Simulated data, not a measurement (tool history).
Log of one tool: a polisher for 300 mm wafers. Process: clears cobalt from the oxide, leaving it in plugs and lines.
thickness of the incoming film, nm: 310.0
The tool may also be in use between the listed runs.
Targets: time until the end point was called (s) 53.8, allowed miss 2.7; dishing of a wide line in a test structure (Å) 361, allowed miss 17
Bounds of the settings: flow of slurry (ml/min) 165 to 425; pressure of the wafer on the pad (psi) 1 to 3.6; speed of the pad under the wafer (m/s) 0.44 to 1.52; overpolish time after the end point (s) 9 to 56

run	hour	flow of slurry (ml/min)	pressure of the wafer on the pad (psi)	speed of the pad under the wafer (m/s)	overpolish time after the end point (s)	time until the end point was called (s)	dishing of a wide line in a test structure (Å)
1	0	275	2.3	0.98	29	73.849	343.59
2	3.7	275	2.3	0.98	22	72.801	335.37
3	5.2	275	2.3	0.86	22	83.846	318
4	6.1	275	2.5	0.88	24	74.769	333.16
5	10.6	275	2.5	0.88	13	76.363	269.91
6	15.6	275	2.6	0.9	17	70.579	306.83
7	24.6	275	2.7	0.9	19	68.146	323.27
8	27.3	275	2.8	0.9	19	67.116	327.54
9	30.2	275	2.9	0.9	19	64.79	331.76
10	38.9	275	2.9	0.9	19	62.241	330.71
11	46.7	275	3	0.9	20	62.149	346.76
12	52.4	275	3	0.9	20	60.26	335.59
# hour 58.4: head pressure recalibrated
13	58.4	275	3.1	0.9	21	58.652	353.26

Which of these 5 next moves meets every target?
A	64.4	340	2.7	1.1	34	?	?
B	64.4	265	3.4	0.74	27	?	?
C	64.4	290	3.1	1.02	14	?	?
D	64.4	265	2.9	1.02	14	?	?
E	64.4	275	3	1	15	?	?

move	time until the end point was called (s)	dishing of a wide line in a test structure (Å)
A	52.087	368.25
B	62.228	356.98
C	49.594	325.5
D	53.142	318.8
E	52.332	327.06
A: meets every target
B: further off than the last run
C: takes the result that was furthest off past its target
D: brings the result that was furthest off to its target, and leaves another outside
E: brings the result that was furthest off to its target, and leaves another outside
Move A is the one to make.

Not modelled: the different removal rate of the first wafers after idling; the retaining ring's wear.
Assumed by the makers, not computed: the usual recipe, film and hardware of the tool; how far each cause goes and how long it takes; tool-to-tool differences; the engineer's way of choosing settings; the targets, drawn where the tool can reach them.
